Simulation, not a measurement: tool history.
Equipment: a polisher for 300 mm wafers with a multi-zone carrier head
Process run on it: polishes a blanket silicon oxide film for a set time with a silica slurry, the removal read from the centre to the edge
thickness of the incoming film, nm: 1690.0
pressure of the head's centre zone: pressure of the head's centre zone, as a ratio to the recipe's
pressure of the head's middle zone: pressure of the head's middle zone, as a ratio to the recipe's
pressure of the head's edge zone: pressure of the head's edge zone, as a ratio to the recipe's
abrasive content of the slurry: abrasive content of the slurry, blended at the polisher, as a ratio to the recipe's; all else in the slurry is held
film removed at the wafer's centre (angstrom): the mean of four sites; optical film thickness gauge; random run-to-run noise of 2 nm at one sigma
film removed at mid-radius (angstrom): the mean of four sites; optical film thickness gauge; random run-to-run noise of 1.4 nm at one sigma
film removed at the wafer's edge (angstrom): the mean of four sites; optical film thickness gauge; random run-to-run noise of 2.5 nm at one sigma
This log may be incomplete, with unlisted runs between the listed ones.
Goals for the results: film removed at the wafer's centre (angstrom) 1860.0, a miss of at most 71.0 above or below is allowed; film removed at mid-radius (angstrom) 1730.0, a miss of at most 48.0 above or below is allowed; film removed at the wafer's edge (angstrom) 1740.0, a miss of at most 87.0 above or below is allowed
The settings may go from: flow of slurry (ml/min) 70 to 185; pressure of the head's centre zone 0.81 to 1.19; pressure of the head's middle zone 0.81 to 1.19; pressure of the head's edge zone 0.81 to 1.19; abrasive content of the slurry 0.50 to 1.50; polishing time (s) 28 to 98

run,hour,flow of slurry (ml/min),pressure of the head's centre zone,pressure of the head's middle zone,pressure of the head's edge zone,abrasive content of the slurry,polishing time (s),film removed at the wafer's centre (angstrom),film removed at mid-radius (angstrom),film removed at the wafer's edge (angstrom)
1,0.0,120,1.00,1.00,1.00,1.00,63,1320.8,1370.6,1394.7
2,5.0,130,1.03,1.01,1.03,1.05,63,1415.8,1452.7,1471.8
3,13.9,130,1.03,1.01,1.03,1.20,63,1521.2,1522.7,1503.7
4,14.9,140,1.05,1.01,1.05,1.20,63,1552.3,1548.2,1555.1
5,15.9,140,1.05,1.01,1.05,1.35,63,1620.3,1602.8,1653.4
6,19.9,140,1.05,1.01,1.12,1.35,63,1650.8,1618.7,1689.3
7,28.3,145,1.07,1.01,1.12,1.35,63,1665.3,1649.0,1661.2
8,34.9,150,1.08,1.00,1.12,1.40,63,1730.3,1645.6,1683.6
9,41.6,155,1.09,1.00,1.12,1.40,63,1729.8,1647.0,1737.2
10,47.9,155,1.09,1.00,1.12,1.40,63,1729.1,1662.4,1703.7
11,53.4,155,1.10,1.00,1.12,1.40,63,1739.5,1664.4,1695.6
12,60.6,155,1.10,1.00,1.12,1.40,63,1761.9,1676.5,1708.4
13,67.8,160,1.11,1.00,1.12,1.40,63,1826.8,1651.2,1771.9

Exactly one of the 4 candidate moves below puts every result within its allowed miss. Which one?
A,75.0,175,1.16,1.05,1.19,1.40,62,?,?,?
B,75.0,175,0.92,0.98,1.14,1.30,73,?,?,?
C,75.0,155,1.06,0.94,1.08,1.45,69,?,?,?
D,75.0,160,1.17,0.96,1.10,1.50,60,?,?,?

move,film removed at the wafer's centre (angstrom),film removed at mid-radius (angstrom),film removed at the wafer's edge (angstrom)
A,1877.0,1727.1,1746.0
B,1701.5,1868.8,1957.8
C,1890.3,1741.4,1849.9
D,1848.0,1566.6,1648.5
A: in spec on every target
B: the result that was furthest off in the last run now lies on the other side of its target
C: brings the last run's worst result on target, with another outside its allowed miss
D: lands further from the targets than the last run did
Answer: A
